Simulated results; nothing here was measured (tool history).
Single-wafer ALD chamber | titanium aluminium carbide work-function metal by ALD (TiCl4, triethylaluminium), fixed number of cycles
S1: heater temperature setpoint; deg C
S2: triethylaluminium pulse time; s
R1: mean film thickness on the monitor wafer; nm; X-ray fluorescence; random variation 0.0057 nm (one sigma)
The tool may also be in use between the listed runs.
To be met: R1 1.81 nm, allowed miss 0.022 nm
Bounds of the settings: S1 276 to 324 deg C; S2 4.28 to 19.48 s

Run 1, day 0: S1 300 deg C, S2 11.88 s. Result: R1 1.9666 nm.
Run 2, day 0.133: S1 300 deg C, S2 10.49 s. Result: R1 1.9325 nm.
Run 3, day 0.292: S1 296 deg C, S2 10.24 s. Result: R1 1.887 nm.
Run 4, day 0.429: S1 294 deg C, S2 10.13 s. Result: R1 1.8809 nm.
Run 5, day 0.683: S1 300 deg C, S2 10.13 s. Result: R1 1.9307 nm.
Run 6, day 0.725: S1 296 deg C, S2 9.9 s. Result: R1 1.8778 nm.
Run 7, day 0.996: S1 294 deg C, S2 9.81 s. Result: R1 1.8658 nm.
Run 8, day 1.354: S1 292 deg C, S2 9.71 s. Result: R1 1.848 nm.
Run 9, day 1.429: S1 291 deg C, S2 9.64 s. Result: R1 1.8416 nm.

Which of these 5 next moves meets every target?
Run A, day 1.504: S1 300 deg C, S2 8.57 s. Result: R1 ?.
Run B, day 1.504: S1 296 deg C, S2 9.2 s. Result: R1 ?.
Run C, day 1.504: S1 292 deg C, S2 9.99 s. Result: R1 ?.
Run D, day 1.504: S1 293 deg C, S2 10.85 s. Result: R1 ?.
Run E, day 1.504: S1 292 deg C, S2 8.47 s. Result: R1 ?.

move      R1
   A  1.8747
   B  1.8656
   C  1.8549
   D  1.8808
   E  1.8062
A: further off than the last run
B: further off than the last run
C: further off than the last run
D: further off than the last run
E: meets every target
Move E is the one to make.

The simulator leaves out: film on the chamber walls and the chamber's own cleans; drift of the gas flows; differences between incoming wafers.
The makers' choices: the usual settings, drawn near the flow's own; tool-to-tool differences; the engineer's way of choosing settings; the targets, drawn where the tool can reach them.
